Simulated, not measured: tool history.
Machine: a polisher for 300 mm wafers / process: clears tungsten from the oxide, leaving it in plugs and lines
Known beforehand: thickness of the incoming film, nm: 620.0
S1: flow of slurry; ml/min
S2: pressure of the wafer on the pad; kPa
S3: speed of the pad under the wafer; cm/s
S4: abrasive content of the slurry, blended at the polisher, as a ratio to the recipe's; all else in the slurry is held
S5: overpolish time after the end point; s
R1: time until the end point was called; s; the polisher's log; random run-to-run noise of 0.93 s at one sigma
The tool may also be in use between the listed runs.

run  hour   S1    S2   S3   S4  S5      R1
  1     0  215  26.2  124    1  11  113.18
  2   7.7  215  26.2  100    1  11  140.86
  3  10.5  215  29.6  100    1  11  122.91
  4  14.5  170  29.6  100    1  11  129.68
  5  19.7  170  29.6  100  1.2  11  122.35
  6  23.9  180  31.7  100  1.2  11  113.52

Run 7, settings as shown, results not yet in. Your forecast:
  7  31.2  190  33.8  100  1.2  11   ?

R1: 106.34 s

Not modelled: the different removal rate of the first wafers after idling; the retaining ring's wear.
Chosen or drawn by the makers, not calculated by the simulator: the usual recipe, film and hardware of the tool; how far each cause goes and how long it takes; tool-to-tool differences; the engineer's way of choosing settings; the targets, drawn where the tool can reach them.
